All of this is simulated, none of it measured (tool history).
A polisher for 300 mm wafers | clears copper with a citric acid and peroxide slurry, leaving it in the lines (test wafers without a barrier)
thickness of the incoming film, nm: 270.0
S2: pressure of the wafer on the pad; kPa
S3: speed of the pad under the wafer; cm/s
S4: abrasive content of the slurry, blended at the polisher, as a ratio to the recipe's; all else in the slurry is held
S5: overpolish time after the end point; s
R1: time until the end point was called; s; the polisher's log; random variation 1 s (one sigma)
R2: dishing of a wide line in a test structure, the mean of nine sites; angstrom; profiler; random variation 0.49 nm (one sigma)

{"run": 1, "hour": 0.0, "flow of slurry (ml/min)": 250, "S2": 25.5, "S3": 136, "S4": 1, "S5": 22, "R1": 60.021, "R2": 521.83}
{"run": 2, "hour": 6.3, "flow of slurry (ml/min)": 250, "S2": 21.4, "S3": 132, "S4": 1, "S5": 19, "R1": 72.856, "R2": 413.08}
{"run": 3, "hour": 14.5, "flow of slurry (ml/min)": 250, "S2": 18.6, "S3": 130, "S4": 1, "S5": 17, "R1": 83.66, "R2": 340.28}
{"run": 4, "hour": 16.0, "flow of slurry (ml/min)": 250, "S2": 18.6, "S3": 130, "S4": 1, "S5": 12, "R1": 82.539, "R2": 255.49}
{"run": 5, "hour": 17.3, "flow of slurry (ml/min)": 245, "S2": 16.5, "S3": 128, "S4": 1, "S5": 13, "R1": 93.374, "R2": 242.32}
{"run": 6, "hour": 23.3, "flow of slurry (ml/min)": 245, "S2": 16.5, "S3": 128, "S4": 1, "S5": 20, "R1": 94.129, "R2": 344.42}
{"run": 7, "hour": 26.0, "flow of slurry (ml/min)": 240, "S2": 15.2, "S3": 128, "S4": 1, "S5": 19, "R1": 102.5, "R2": 305.3}

The next listed run, before its measurement:
{"run": 8, "hour": 27.4, "flow of slurry (ml/min)": 225, "S2": 14.5, "S3": 128, "S4": 1, "S5": 18, "R1": "?", "R2": "?"}

{"run 8": {"R1": 106.48, "R2": 272.99}}
